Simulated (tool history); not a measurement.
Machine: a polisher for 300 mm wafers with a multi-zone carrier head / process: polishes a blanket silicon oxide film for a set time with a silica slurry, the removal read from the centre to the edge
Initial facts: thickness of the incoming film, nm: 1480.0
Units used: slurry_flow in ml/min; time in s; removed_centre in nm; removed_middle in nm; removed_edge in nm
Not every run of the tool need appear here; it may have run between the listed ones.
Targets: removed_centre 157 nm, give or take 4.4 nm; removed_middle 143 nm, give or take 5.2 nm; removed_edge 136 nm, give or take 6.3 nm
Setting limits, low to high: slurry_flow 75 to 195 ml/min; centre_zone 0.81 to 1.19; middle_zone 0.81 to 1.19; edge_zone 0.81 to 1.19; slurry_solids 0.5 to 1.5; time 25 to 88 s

run 1 day=0 | slurry_flow=125 centre_zone=1 middle_zone=1 edge_zone=1 slurry_solids=1 time=56 | removed_centre=234.04 removed_middle=233.31 removed_edge=227.09
run 2 day=0.179 | slurry_flow=125 centre_zone=1 middle_zone=0.93 edge_zone=1 slurry_solids=1 time=56 | removed_centre=233.7 removed_middle=224.26 removed_edge=230.05
run 3 day=0.483 | slurry_flow=125 centre_zone=0.97 middle_zone=0.93 edge_zone=1 slurry_solids=1 time=56 | removed_centre=231.18 removed_middle=216.85 removed_edge=227.47
run 4 day=0.821 | slurry_flow=125 centre_zone=0.97 middle_zone=0.93 edge_zone=1 slurry_solids=1.2 time=56 | removed_centre=246.07 removed_middle=243.7 removed_edge=248.31
run 5 day=0.938 | slurry_flow=125 centre_zone=0.97 middle_zone=0.93 edge_zone=0.98 slurry_solids=1.15 time=55 | removed_centre=238.17 removed_middle=227.49 removed_edge=240.52
run 6 day=0.971 | slurry_flow=125 centre_zone=0.98 middle_zone=0.94 edge_zone=0.97 slurry_solids=1.1 time=54 | removed_centre=231.7 removed_middle=220.29 removed_edge=225.06
run 7 day=1.275 | slurry_flow=125 centre_zone=0.97 middle_zone=0.95 edge_zone=0.95 slurry_solids=1.05 time=53 | removed_centre=224.61 removed_middle=213.19 removed_edge=219.82
run 8 day=1.388 | slurry_flow=130 centre_zone=1.06 middle_zone=1.05 edge_zone=0.85 slurry_solids=0.8 time=37 | removed_centre=150.79 removed_middle=146.29 removed_edge=130.64
run 9 day=1.608 | slurry_flow=130 centre_zone=1.06 middle_zone=1.04 edge_zone=0.85 slurry_solids=0.8 time=37 | removed_centre=152.38 removed_middle=144.87 removed_edge=134.62
run 10 day=1.862 | slurry_flow=135 centre_zone=1.07 middle_zone=1.03 edge_zone=0.85 slurry_solids=0.8 time=37 | removed_centre=151.53 removed_middle=142.74 removed_edge=129.23
run 11 day=2.108 | slurry_flow=135 centre_zone=1.07 middle_zone=1.03 edge_zone=0.86 slurry_solids=0.8 time=37 | removed_centre=150.94 removed_middle=143.81 removed_edge=135.19

5 candidate next runs follow, results not yet known. Just one meets every target within its allowed miss. Identify it.
run A day=2.354 | slurry_flow=125 centre_zone=1 middle_zone=1.02 edge_zone=0.92 slurry_solids=0.8 time=39 | removed_centre=? removed_middle=? removed_edge=?
run B day=2.354 | slurry_flow=115 centre_zone=1.01 middle_zone=1.05 edge_zone=0.88 slurry_solids=0.8 time=38 | removed_centre=? removed_middle=? removed_edge=?
run C day=2.354 | slurry_flow=180 centre_zone=1.07 middle_zone=1 edge_zone=0.92 slurry_solids=0.85 time=35 | removed_centre=? removed_middle=? removed_edge=?
run D day=2.354 | slurry_flow=175 centre_zone=1.06 middle_zone=1.1 edge_zone=0.91 slurry_solids=0.8 time=34 | removed_centre=? removed_middle=? removed_edge=?
run E day=2.354 | slurry_flow=170 centre_zone=0.93 middle_zone=0.97 edge_zone=1.09 slurry_solids=0.7 time=39 | removed_centre=? removed_middle=? removed_edge=?

move=A removed_centre=146.34 removed_middle=150.14 removed_edge=139.29
move=B removed_centre=140.83 removed_middle=146.57 removed_edge=132.01
move=C removed_centre=156.84 removed_middle=146.7 removed_edge=135.49
move=D removed_centre=145.75 removed_middle=147.82 removed_edge=126.69
move=E removed_centre=135.78 removed_middle=143.31 removed_edge=143.46
A: the biggest miss grows against the last run
B: the biggest miss grows against the last run
C: in spec on every target
D: the biggest miss grows against the last run
E: the biggest miss grows against the last run
Correct choice: C, which meets every target
